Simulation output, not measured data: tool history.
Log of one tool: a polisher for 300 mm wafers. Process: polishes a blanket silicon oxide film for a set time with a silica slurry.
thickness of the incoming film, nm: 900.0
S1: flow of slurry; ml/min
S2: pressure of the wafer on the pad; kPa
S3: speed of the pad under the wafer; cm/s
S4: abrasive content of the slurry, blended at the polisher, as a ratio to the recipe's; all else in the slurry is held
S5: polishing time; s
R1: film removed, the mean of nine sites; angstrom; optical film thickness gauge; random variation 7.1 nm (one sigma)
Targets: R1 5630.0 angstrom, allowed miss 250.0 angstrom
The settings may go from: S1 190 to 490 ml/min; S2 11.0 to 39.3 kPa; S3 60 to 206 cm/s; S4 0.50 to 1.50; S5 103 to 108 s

run	day	S1	S2	S3	S4	S5	R1
1	0.000	315	24.8	132	1.00	103	3911.1
2	0.333	315	26.9	132	1.00	103	4327.5
3	0.692	315	28.3	132	1.00	103	4590.5
4	0.888	315	25.5	132	1.00	103	4057.9
5	1.038	360	25.5	132	1.00	103	4204.9
6	1.338	370	26.9	132	1.00	103	4441.3
7	1.433	370	28.3	132	1.00	103	4504.1
8	1.483	370	29.6	132	1.00	103	4727.3
9	1.638	370	31.0	132	1.00	103	5071.0
10	1.833	370	31.7	132	1.00	103	5130.1
11	2.062	370	32.4	132	1.00	103	5240.9

5 next moves are on the table. One of them brings every result within its allowed miss. Which?
A	2.292	325	35.9	108	1.00	103	?
B	2.292	330	38.6	114	0.65	108	?
C	2.292	305	28.3	148	0.85	108	?
D	2.292	310	33.8	124	1.30	105	?
E	2.292	375	32.4	118	0.95	103	?

move	R1
A	4955.5
B	5043.3
C	4787.8
D	5640.2
E	4732.9
A: further off than the last run
B: further off than the last run
C: further off than the last run
D: meets every target
E: further off than the last run
Move D is the one to make.
